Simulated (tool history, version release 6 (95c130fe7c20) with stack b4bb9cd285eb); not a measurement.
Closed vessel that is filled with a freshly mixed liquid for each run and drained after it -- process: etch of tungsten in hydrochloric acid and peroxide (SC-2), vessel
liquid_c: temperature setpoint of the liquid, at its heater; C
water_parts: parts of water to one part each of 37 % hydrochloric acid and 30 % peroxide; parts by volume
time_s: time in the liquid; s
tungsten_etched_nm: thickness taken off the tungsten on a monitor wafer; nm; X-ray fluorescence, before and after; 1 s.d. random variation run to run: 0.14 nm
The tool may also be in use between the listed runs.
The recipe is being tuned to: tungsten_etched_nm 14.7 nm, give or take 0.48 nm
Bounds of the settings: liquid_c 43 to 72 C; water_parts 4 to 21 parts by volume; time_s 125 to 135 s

run,hour,liquid_c,water_parts,time_s,tungsten_etched_nm
1,0,59,11.5,125,39.357
2,4.4,59,14,125,33.093
3,13,59,10.5,125,42.448
4,14.8,53,10.5,125,28.619
5,19.5,56.5,10.5,125,36.064
6,28.1,54.5,10.5,125,31.885
7,30.6,46.5,11.5,125,17.169
8,33,46,11.5,125,16.889
9,38.8,45.5,11.5,125,16.047

Consider the 5 candidate settings below. Which is the only one whose results all fall within their allowed miss of target?
A,44.6,44,11.5,125,?
B,44.6,43,10,130,?
C,44.6,44.5,12.5,125,?
D,44.6,49,14,130,?
E,44.6,47,11.5,125,?

move,tungsten_etched_nm
A,14.383
B,15.699
C,13.862
D,17.745
E,17.668
A: all results in spec
B: closes in on the targets versus the last run, not all within tolerance yet
C: the result that was furthest off in the last run now lies on the other side of its target
D: misses by more than the last run did
E: misses by more than the last run did
A is the move that brings every result within its allowed miss.

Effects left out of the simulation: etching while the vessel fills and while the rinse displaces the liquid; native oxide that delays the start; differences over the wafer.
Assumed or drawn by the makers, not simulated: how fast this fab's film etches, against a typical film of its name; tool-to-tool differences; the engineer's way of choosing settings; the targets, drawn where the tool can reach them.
